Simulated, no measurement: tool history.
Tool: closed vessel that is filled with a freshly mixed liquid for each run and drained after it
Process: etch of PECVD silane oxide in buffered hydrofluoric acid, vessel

run	hour	temperature setpoint of the liquid (°C)	parts of 40 % ammonium fluoride to one part of 49 % hydrofluoric acid (parts by volume)	time in the liquid (s)	thickness taken off the PECVD silane oxide on a monitor wafer (nm)
1	0	22	21.5	30	48.261
2	5.3	23.5	19.5	30	56.245
3	6.9	25	18	30	66.211
4	13.3	26	17	30	73.886
5	20.6	27	16.5	30	80.339
6	28.8	27.5	16	30	85.077

Forecast run 7:
7	34	27.5	16	30	?

thickness taken off the PECVD silane oxide on a monitor wafer (nm): 84.876
